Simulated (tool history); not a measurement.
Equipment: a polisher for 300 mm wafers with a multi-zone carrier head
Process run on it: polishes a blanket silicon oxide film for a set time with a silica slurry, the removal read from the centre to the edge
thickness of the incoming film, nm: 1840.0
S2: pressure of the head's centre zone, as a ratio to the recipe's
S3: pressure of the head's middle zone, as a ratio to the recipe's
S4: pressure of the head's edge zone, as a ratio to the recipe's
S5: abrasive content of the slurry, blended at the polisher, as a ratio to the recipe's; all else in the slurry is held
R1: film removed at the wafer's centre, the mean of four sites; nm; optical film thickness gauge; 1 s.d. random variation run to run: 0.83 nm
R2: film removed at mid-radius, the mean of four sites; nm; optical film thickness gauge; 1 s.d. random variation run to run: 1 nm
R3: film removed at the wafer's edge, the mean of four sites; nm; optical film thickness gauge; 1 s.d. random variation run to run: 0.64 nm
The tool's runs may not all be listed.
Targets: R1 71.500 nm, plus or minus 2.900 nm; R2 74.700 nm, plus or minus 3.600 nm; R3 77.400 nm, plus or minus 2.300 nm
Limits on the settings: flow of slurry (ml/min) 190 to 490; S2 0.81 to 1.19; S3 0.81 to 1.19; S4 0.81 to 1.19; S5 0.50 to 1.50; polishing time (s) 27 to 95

{"run": 1, "hour": 0.0, "flow of slurry (ml/min)": 315, "S2": 1.0, "S3": 1.0, "S4": 1.0, "S5": 1.0, "polishing time (s)": 61, "R1": 145.88, "R2": 139.63, "R3": 146.58}
{"run": 2, "hour": 7.9, "flow of slurry (ml/min)": 315, "S2": 1.0, "S3": 0.95, "S4": 1.0, "S5": 1.0, "polishing time (s)": 61, "R1": 144.17, "R2": 133.22, "R3": 144.2}
{"run": 3, "hour": 10.7, "flow of slurry (ml/min)": 245, "S2": 1.0, "S3": 0.95, "S4": 1.0, "S5": 1.0, "polishing time (s)": 61, "R1": 138.47, "R2": 130.35, "R3": 140.96}
{"run": 4, "hour": 12.2, "flow of slurry (ml/min)": 235, "S2": 0.96, "S3": 0.94, "S4": 0.96, "S5": 0.85, "polishing time (s)": 55, "R1": 109.92, "R2": 109.32, "R3": 118.23}
{"run": 5, "hour": 18.8, "flow of slurry (ml/min)": 235, "S2": 0.96, "S3": 0.99, "S4": 0.96, "S5": 0.85, "polishing time (s)": 55, "R1": 111.28, "R2": 116.96, "R3": 116.25}
{"run": 6, "hour": 22.6, "flow of slurry (ml/min)": 235, "S2": 0.96, "S3": 0.99, "S4": 0.96, "S5": 0.85, "polishing time (s)": 49, "R1": 100.75, "R2": 101.77, "R3": 104.36}
{"run": 7, "hour": 28.6, "flow of slurry (ml/min)": 230, "S2": 0.95, "S3": 0.98, "S4": 0.94, "S5": 0.75, "polishing time (s)": 47, "R1": 90.117, "R2": 92.613, "R3": 95.945}
{"run": 8, "hour": 32.0, "flow of slurry (ml/min)": 225, "S2": 0.95, "S3": 0.98, "S4": 0.92, "S5": 0.65, "polishing time (s)": 46, "R1": 84.429, "R2": 89.337, "R3": 88.765}
{"run": 9, "hour": 38.0, "flow of slurry (ml/min)": 225, "S2": 0.94, "S3": 0.96, "S4": 0.91, "S5": 0.6, "polishing time (s)": 45, "R1": 79.908, "R2": 80.969, "R3": 82.537}
{"run": 10, "hour": 40.7, "flow of slurry (ml/min)": 220, "S2": 0.92, "S3": 0.95, "S4": 0.89, "S5": 0.6, "polishing time (s)": 45, "R1": 77.53, "R2": 79.535, "R3": 82.519}
{"run": 11, "hour": 47.6, "flow of slurry (ml/min)": 220, "S2": 0.91, "S3": 0.95, "S4": 0.87, "S5": 0.6, "polishing time (s)": 45, "R1": 77.764, "R2": 80.987, "R3": 81.928}

Exercise: of the 4 proposed moves below, exactly one satisfies all targets within the stated allowed misses. Which move is it?
{"run": "A", "hour": 54.5, "flow of slurry (ml/min)": 240, "S2": 0.81, "S3": 0.85, "S4": 0.95, "S5": 0.65, "polishing time (s)": 45, "R1": "?", "R2": "?", "R3": "?"}
{"run": "B", "hour": 54.5, "flow of slurry (ml/min)": 220, "S2": 0.96, "S3": 0.96, "S4": 0.81, "S5": 0.55, "polishing time (s)": 44, "R1": "?", "R2": "?", "R3": "?"}
{"run": "C", "hour": 54.5, "flow of slurry (ml/min)": 210, "S2": 0.81, "S3": 0.94, "S4": 0.93, "S5": 0.65, "polishing time (s)": 46, "R1": "?", "R2": "?", "R3": "?"}
{"run": "D", "hour": 54.5, "flow of slurry (ml/min)": 270, "S2": 0.9, "S3": 0.95, "S4": 0.91, "S5": 0.65, "polishing time (s)": 40, "R1": "?", "R2": "?", "R3": "?"}

move=A R1=71.576 R2=75.236 R3=86.585
move=B R1=77.551 R2=75.987 R3=73.927
move=C R1=71.603 R2=81.954 R3=86.268
move=D R1=72.010 R2=74.427 R3=76.266
A: meets the target for the result that was furthest off, but another lies outside its allowed miss
B: neither nearer nor further off than the last run
C: meets the target for the result that was furthest off, but another lies outside its allowed miss
D: all results in spec
D is the move that brings every result within its allowed miss.
